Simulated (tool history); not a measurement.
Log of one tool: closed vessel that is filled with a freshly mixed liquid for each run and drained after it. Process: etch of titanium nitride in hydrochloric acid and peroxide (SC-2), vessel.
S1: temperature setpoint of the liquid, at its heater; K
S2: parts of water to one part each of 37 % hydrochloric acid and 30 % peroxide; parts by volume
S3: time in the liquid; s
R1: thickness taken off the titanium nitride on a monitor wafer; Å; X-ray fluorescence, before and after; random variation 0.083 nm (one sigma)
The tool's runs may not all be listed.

{"run": 1, "hour": 0.0, "S1": 324.15, "S2": 7.5, "S3": 440, "R1": 132.15}
{"run": 2, "hour": 3.6, "S1": 319.15, "S2": 7.5, "S3": 440, "R1": 94.402}
{"run": 3, "hour": 7.0, "S1": 318.65, "S2": 7.5, "S3": 440, "R1": 91.194}
{"run": 4, "hour": 10.2, "S1": 318.65, "S2": 10.5, "S3": 440, "R1": 69.298}
{"run": 5, "hour": 15.7, "S1": 318.65, "S2": 10.5, "S3": 440, "R1": 69.509}
{"run": 6, "hour": 17.8, "S1": 318.65, "S2": 10.5, "S3": 340, "R1": 53.806}

The next listed run, before its measurement:
{"run": 7, "hour": 25.6, "S1": 320.15, "S2": 10.5, "S3": 340, "R1": "?"}

Run 7 gave R1 59.185 Å.
